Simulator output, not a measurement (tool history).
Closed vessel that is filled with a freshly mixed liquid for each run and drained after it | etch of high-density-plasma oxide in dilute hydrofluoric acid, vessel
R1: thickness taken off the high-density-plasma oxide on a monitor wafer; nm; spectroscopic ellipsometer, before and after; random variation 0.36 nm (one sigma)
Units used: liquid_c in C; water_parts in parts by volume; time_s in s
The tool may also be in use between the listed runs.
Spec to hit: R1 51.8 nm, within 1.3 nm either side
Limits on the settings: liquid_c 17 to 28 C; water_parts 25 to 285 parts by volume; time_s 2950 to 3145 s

Run 1, hour 0: liquid_c 20 C, water_parts 155 parts by volume, time_s 2950 s. Result: R1 91.068 nm.
Run 2, hour 8.4: liquid_c 19 C, water_parts 170 parts by volume, time_s 2950 s. Result: R1 79.991 nm.
Run 3, hour 11.4: liquid_c 22 C, water_parts 170 parts by volume, time_s 2950 s. Result: R1 88.577 nm.
Run 4, hour 15.5: liquid_c 20 C, water_parts 170 parts by volume, time_s 2950 s. Result: R1 82.231 nm.
Run 5, hour 23.7: liquid_c 19 C, water_parts 185 parts by volume, time_s 2950 s. Result: R1 71.048 nm.
Run 6, hour 26.6: liquid_c 18.5 C, water_parts 195 parts by volume, time_s 2950 s. Result: R1 66.481 nm.
Run 7, hour 30: liquid_c 18.5 C, water_parts 195 parts by volume, time_s 2950 s. Result: R1 66.04 nm.
Run 8, hour 39.3: liquid_c 18 C, water_parts 205 parts by volume, time_s 2950 s. Result: R1 61.112 nm.

Next run, 5 choices. One meets every target within its allowed miss, the rest don't. Which?
Run A, hour 48.6: liquid_c 19.5 C, water_parts 180 parts by volume, time_s 3125 s. Result: R1 ?.
Run B, hour 48.6: liquid_c 17 C, water_parts 220 parts by volume, time_s 3080 s. Result: R1 ?.
Run C, hour 48.6: liquid_c 17 C, water_parts 215 parts by volume, time_s 2950 s. Result: R1 ?.
Run D, hour 48.6: liquid_c 19 C, water_parts 240 parts by volume, time_s 3065 s. Result: R1 ?.
Run E, hour 48.6: liquid_c 18 C, water_parts 235 parts by volume, time_s 2970 s. Result: R1 ?.

move      R1
   A   79.54
   B  55.978
   C   55.11
   D  54.191
   E  51.843
A: moves away from the targets compared with the last run
B: nearer the targets than the last run, but a result is still out of spec
C: nearer the targets than the last run, but a result is still out of spec
D: nearer the targets than the last run, but a result is still out of spec
E: every result within its allowed miss
Go with E: it meets all targets.

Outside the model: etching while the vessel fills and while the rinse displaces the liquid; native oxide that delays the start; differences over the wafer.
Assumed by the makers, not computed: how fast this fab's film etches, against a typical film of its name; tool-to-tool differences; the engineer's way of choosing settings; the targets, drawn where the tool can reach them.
